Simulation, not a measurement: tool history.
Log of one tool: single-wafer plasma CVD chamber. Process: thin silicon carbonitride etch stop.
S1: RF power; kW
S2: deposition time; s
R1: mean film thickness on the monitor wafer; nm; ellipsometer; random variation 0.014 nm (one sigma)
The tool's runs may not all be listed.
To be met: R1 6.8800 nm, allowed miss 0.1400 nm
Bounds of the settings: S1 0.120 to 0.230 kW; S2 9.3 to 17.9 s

| run | hour | S1 | S2 | R1 |
|---|---|---|---|---|
| 1 | 0.0 | 0.175 | 13.6 | 7.7496 |
| 2 | 6.6 | 0.185 | 13.6 | 7.8043 |
| 3 | 12.8 | 0.185 | 12.7 | 7.2824 |
| 4 | 21.0 | 0.185 | 14.3 | 8.2480 |
| 5 | 29.3 | 0.185 | 12.8 | 7.3739 |
| 6 | 31.3 | 0.180 | 12.7 | 7.2538 |
| 7 | 35.2 | 0.180 | 12.7 | 7.2732 |
| 8 | 43.3 | 0.175 | 12.6 | 7.1521 |

Which of these 5 next moves meets every target?
| A | 51.4 | 0.190 | 12.7 | ? |
| B | 51.4 | 0.200 | 13.0 | ? |
| C | 51.4 | 0.190 | 12.8 | ? |
| D | 51.4 | 0.180 | 12.0 | ? |
| E | 51.4 | 0.180 | 13.1 | ? |

| move | R1 |
|---|---|
| A | 7.3713 |
| B | 7.6357 |
| C | 7.4293 |
| D | 6.8792 |
| E | 7.5098 |
A: further off than the last run
B: further off than the last run
C: further off than the last run
D: meets every target
E: further off than the last run
Answer: D
